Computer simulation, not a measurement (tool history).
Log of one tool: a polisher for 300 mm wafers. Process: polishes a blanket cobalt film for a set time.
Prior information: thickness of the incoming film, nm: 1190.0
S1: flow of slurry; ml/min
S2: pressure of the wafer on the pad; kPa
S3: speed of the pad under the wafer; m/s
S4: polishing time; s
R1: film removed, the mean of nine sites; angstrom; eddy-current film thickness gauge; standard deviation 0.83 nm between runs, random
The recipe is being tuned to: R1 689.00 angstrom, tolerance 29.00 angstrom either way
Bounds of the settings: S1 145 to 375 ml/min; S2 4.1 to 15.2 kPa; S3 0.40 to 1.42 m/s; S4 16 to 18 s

run,hour,S1,S2,S3,S4,R1
1,0.0,240,9.7,0.90,18,510.99
2,8.0,240,7.6,0.90,18,406.74
3,11.5,240,7.6,0.76,18,355.81
4,15.9,240,9.7,0.78,18,438.64
5,23.5,240,9.7,0.66,18,375.19
6,24.9,240,9.7,0.66,16,331.48
7,25.6,240,12.4,0.84,16,514.57
8,27.3,240,15.2,0.88,16,650.89

4 next moves are on the table. One of them brings every result within its allowed miss. Which?
A,29.0,230,15.2,0.94,18,?
B,29.0,320,15.2,0.88,18,?
C,29.0,155,15.2,0.90,18,?
D,29.0,175,15.2,0.96,18,?

move,R1
A,771.94
B,751.37
C,694.84
D,755.70
A: the result that was furthest off in the last run now lies on the other side of its target
B: the result that was furthest off in the last run now lies on the other side of its target
C: all results in spec
D: the result that was furthest off in the last run now lies on the other side of its target
Move C is the one to make.

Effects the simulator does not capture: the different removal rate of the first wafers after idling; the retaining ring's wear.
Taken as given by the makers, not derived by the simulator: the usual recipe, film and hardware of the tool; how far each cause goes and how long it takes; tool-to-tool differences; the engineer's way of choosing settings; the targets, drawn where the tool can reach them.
